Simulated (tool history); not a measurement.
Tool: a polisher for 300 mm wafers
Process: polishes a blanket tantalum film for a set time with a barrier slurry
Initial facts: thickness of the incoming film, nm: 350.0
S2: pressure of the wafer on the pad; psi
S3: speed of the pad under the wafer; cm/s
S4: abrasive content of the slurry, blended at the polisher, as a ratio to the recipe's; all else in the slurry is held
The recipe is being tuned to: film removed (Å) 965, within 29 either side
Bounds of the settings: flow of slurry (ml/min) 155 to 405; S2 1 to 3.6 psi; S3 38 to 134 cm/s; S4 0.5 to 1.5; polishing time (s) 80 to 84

run 1 hour=0 | flow_of_slurry_(ml/min)=260 S2=2.3 S3=86 S4=1 polishing_time_(s)=80 | film_removed_(Å)=1082.3
run 2 hour=2.1 | flow_of_slurry_(ml/min)=290 S2=2.3 S3=86 S4=1 polishing_time_(s)=80 | film_removed_(Å)=1123.9
run 3 hour=3.8 | flow_of_slurry_(ml/min)=290 S2=2.3 S3=96 S4=1 polishing_time_(s)=80 | film_removed_(Å)=1241.3
run 4 hour=9 | flow_of_slurry_(ml/min)=285 S2=2.2 S3=96 S4=1 polishing_time_(s)=80 | film_removed_(Å)=1219
run 5 hour=14.6 | flow_of_slurry_(ml/min)=285 S2=2.2 S3=96 S4=0.8 polishing_time_(s)=80 | film_removed_(Å)=1105.9
run 6 hour=17.4 | flow_of_slurry_(ml/min)=280 S2=2.2 S3=96 S4=0.8 polishing_time_(s)=80 | film_removed_(Å)=1121.9
run 7 hour=20.4 | flow_of_slurry_(ml/min)=275 S2=2.2 S3=96 S4=0.8 polishing_time_(s)=80 | film_removed_(Å)=1109.2
run 8 hour=26.8 | flow_of_slurry_(ml/min)=270 S2=2.2 S3=96 S4=0.8 polishing_time_(s)=80 | film_removed_(Å)=1108.9
-- hour=34.1 head pressure recalibrated
run 9 hour=34.1 | flow_of_slurry_(ml/min)=265 S2=1.8 S3=96 S4=0.8 polishing_time_(s)=80 | film_removed_(Å)=1007.9

5 next moves are on the table. One of them brings every result within its allowed miss. Which?
run A hour=41.4 | flow_of_slurry_(ml/min)=290 S2=2 S3=96 S4=0.65 polishing_time_(s)=84 | film_removed_(Å)=?
run B hour=41.4 | flow_of_slurry_(ml/min)=265 S2=2.3 S3=86 S4=0.6 polishing_time_(s)=80 | film_removed_(Å)=?
run C hour=41.4 | flow_of_slurry_(ml/min)=290 S2=1.6 S3=102 S4=0.85 polishing_time_(s)=82 | film_removed_(Å)=?
run D hour=41.4 | flow_of_slurry_(ml/min)=250 S2=1.8 S3=94 S4=1 polishing_time_(s)=82 | film_removed_(Å)=?
run E hour=41.4 | flow_of_slurry_(ml/min)=275 S2=2.1 S3=90 S4=0.8 polishing_time_(s)=81 | film_removed_(Å)=?

move=A film_removed_(Å)=1049.8
move=B film_removed_(Å)=961.86
move=C film_removed_(Å)=1016.2
move=D film_removed_(Å)=1076.6
move=E film_removed_(Å)=1080.9
A: misses by more than the last run did
B: every result lands within tolerance
C: misses by more than the last run did
D: misses by more than the last run did
E: misses by more than the last run did
The right move is B.
